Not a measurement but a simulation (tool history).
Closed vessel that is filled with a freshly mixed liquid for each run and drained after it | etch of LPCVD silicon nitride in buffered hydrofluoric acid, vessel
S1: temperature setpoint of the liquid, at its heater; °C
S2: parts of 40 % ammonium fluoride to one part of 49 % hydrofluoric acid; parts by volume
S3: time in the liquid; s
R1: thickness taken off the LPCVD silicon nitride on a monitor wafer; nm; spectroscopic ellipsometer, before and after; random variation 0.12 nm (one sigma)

| run | hour | S1 | S2 | S3 | R1 |
|---|---|---|---|---|---|
| 1 | 0 | 25 | 18 | 2785 | 24.64 |
| 2 | 7.7 | 23.5 | 18 | 2785 | 22.797 |
| 3 | 13.2 | 23.5 | 16 | 2785 | 25.893 |
| 4 | 17.7 | 23.5 | 20.5 | 2785 | 20.405 |
| 5 | 23.8 | 23.5 | 17.5 | 2785 | 23.733 |
| 6 | 29.3 | 23.5 | 17.5 | 2785 | 23.632 |
| 7 | 35.2 | 22 | 17.5 | 2785 | 21.736 |

The next listed run, before its measurement:
| 8 | 39.7 | 18.5 | 17.5 | 2785 | ? |

R1: 17.888 nm
